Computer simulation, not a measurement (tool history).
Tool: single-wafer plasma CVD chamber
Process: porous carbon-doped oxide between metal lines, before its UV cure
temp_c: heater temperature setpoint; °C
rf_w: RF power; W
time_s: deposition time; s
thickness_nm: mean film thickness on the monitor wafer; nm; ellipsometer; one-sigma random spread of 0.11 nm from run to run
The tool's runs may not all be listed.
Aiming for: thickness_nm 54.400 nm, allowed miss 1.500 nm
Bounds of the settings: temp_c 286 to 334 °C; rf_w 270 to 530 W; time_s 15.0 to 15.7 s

run	hour	temp_c	rf_w	time_s	thickness_nm
1	0.0	310	400	15.7	63.754
2	7.4	314	390	15.7	61.633
3	9.7	316	380	15.7	60.439
4	12.4	317	370	15.6	59.103
5	18.5	318	360	15.6	57.929
6	19.2	318	360	15.7	58.655
7	24.3	319	350	15.6	57.264
8	31.5	320	345	15.6	56.510

Next run, 4 choices. One meets every target within its allowed miss, the rest don't. Which?
A	38.7	320	365	15.7	?
B	38.7	318	380	15.0	?
C	38.7	320	370	15.7	?
D	38.7	331	390	15.0	?

move	thickness_nm
A	58.250
B	57.313
C	58.622
D	54.794
A: lands further from the targets than the last run did
B: lands further from the targets than the last run did
C: lands further from the targets than the last run did
D: in spec on every target
D meets every target.

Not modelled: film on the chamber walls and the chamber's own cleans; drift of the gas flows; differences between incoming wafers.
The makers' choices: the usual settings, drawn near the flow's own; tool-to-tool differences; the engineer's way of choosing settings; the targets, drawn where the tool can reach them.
